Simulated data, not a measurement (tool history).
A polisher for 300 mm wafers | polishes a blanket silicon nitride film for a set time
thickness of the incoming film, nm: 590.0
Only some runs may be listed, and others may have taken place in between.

run  hour  flow of slurry (ml/min)  pressure of the wafer on the pad (kPa)  speed of the pad under the wafer (cm/s)  polishing time (s)  film removed (nm)
  1     0                      215                                    23.4                                      104                  40             79.484
  2   4.5                      215                                    23.4                                      104                  37             73.577
  3   6.3                      210                                    21.4                                      104                  37             68.139
  4  10.1                      210                                    16.5                                      104                  37             54.792
  5  11.9                      260                                    16.5                                      104                  37             56.875
  6  17.7                      255                                    15.9                                      104                  37             54.079
  7  19.1                      255                                    15.2                                      104                  37             52.392
  8  20.7                      255                                    14.5                                      104                  37             50.273

Estimate the outcome of run 9 from the log above:
  9  25.6                      250                                    13.8                                      104                  37                  ?

{"run 9": {"film removed (nm)": 47.825}}
